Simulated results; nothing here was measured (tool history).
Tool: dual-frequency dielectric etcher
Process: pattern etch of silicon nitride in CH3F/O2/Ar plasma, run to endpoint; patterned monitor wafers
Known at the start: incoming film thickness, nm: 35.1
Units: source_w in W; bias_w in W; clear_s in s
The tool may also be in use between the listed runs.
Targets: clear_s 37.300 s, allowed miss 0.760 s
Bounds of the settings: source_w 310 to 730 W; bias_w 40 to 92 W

Run 1, day 0.000: source_w 520 W, bias_w 66 W. Result: clear_s 43.372 s.
Run 2, day 0.050: source_w 540 W, bias_w 67 W. Result: clear_s 42.921 s.
Run 3, day 0.154: source_w 500 W, bias_w 67 W. Result: clear_s 44.142 s.
Run 4, day 0.304: source_w 520 W, bias_w 68 W. Result: clear_s 43.269 s.
Run 5, day 0.533: source_w 540 W, bias_w 69 W. Result: clear_s 42.360 s.
Run 6, day 0.812: source_w 590 W, bias_w 69 W. Result: clear_s 40.846 s.
Run 7, day 1.150: source_w 600 W, bias_w 69 W. Result: clear_s 40.700 s.
Run 8, day 1.454: source_w 610 W, bias_w 69 W. Result: clear_s 40.404 s.
Run 9, day 1.692: source_w 620 W, bias_w 69 W. Result: clear_s 40.183 s.
Run 10, day 2.008: source_w 630 W, bias_w 69 W. Result: clear_s 39.775 s.
Run 11, day 2.233: source_w 640 W, bias_w 69 W. Result: clear_s 39.661 s.

Which of these 5 next moves meets every target?
Run A, day 2.458: source_w 610 W, bias_w 88 W. Result: clear_s ?.
Run B, day 2.458: source_w 630 W, bias_w 73 W. Result: clear_s ?.
Run C, day 2.458: source_w 620 W, bias_w 56 W. Result: clear_s ?.
Run D, day 2.458: source_w 510 W, bias_w 66 W. Result: clear_s ?.
Run E, day 2.458: source_w 700 W, bias_w 83 W. Result: clear_s ?.

move  clear_s
   A   37.367
   B   39.018
   C   42.298
   D   43.838
   E   35.981
A: meets every target
B: nearer than the last run, and not there yet
C: further off than the last run
D: further off than the last run
E: takes the result that was furthest off past its target
Move A is the one to make.
